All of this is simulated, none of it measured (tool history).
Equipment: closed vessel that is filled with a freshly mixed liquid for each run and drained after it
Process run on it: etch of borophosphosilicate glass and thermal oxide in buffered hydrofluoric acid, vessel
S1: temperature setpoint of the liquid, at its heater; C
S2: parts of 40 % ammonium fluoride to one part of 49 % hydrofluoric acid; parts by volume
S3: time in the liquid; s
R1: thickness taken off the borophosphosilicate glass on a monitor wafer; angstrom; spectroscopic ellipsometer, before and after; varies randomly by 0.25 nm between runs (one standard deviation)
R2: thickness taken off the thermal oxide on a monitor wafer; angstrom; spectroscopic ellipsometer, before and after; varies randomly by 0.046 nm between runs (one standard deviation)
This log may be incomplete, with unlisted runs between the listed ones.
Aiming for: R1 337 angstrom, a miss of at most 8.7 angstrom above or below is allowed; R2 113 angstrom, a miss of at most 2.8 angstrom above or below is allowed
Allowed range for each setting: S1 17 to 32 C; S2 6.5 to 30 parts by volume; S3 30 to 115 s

Run 1, day 0: S1 24 C, S2 18.5 parts by volume, S3 60 s. Result: R1 990.58 angstrom, R2 329.52 angstrom.
Run 2, day 0.104: S1 24 C, S2 18.5 parts by volume, S3 45 s. Result: R1 730.31 angstrom, R2 248.07 angstrom.
Run 3, day 0.317: S1 22.5 C, S2 20.5 parts by volume, S3 45 s. Result: R1 622.14 angstrom, R2 208.89 angstrom.
Run 4, day 0.433: S1 22.5 C, S2 24.5 parts by volume, S3 45 s. Result: R1 544.68 angstrom, R2 184 angstrom.
Run 5, day 0.683: S1 21 C, S2 25.5 parts by volume, S3 45 s. Result: R1 493.42 angstrom, R2 164.39 angstrom.
At day 0.975: thermometer replaced.
Run 6, day 0.975: S1 18 C, S2 25.5 parts by volume, S3 45 s. Result: R1 384.24 angstrom, R2 130.65 angstrom.
Run 7, day 1.342: S1 18 C, S2 26 parts by volume, S3 45 s. Result: R1 383.06 angstrom, R2 128.81 angstrom.
Run 8, day 1.512: S1 18 C, S2 26 parts by volume, S3 45 s. Result: R1 377.88 angstrom, R2 127.97 angstrom.
Run 9, day 1.867: S1 18 C, S2 26.5 parts by volume, S3 45 s. Result: R1 377.16 angstrom, R2 126.69 angstrom.
Run 10, day 2.208: S1 18 C, S2 27 parts by volume, S3 45 s. Result: R1 375.39 angstrom, R2 124.16 angstrom.
Run 11, day 2.396: S1 17.5 C, S2 27 parts by volume, S3 45 s. Result: R1 364.23 angstrom, R2 121.62 angstrom.
Run 12, day 2.688: S1 17.5 C, S2 27 parts by volume, S3 45 s. Result: R1 365.93 angstrom, R2 121.21 angstrom.

Exactly one of the 4 candidate moves below puts every result within its allowed miss. Which one?
Run A, day 2.979: S1 19.5 C, S2 27 parts by volume, S3 45 s. Result: R1 ?, R2 ?.
Run B, day 2.979: S1 24 C, S2 29.5 parts by volume, S3 35 s. Result: R1 ?, R2 ?.
Run C, day 2.979: S1 22 C, S2 30 parts by volume, S3 35 s. Result: R1 ?, R2 ?.
Run D, day 2.979: S1 18.5 C, S2 26 parts by volume, S3 45 s. Result: R1 ?, R2 ?.

move      R1      R2
   A  404.45  135.47
   B  379.28  127.38
   C  335.95  112.71
   D  392.57  131.39
A: lands further from the targets than the last run did
B: lands further from the targets than the last run did
C: hits every target within its allowed miss
D: lands further from the targets than the last run did
Answer: C
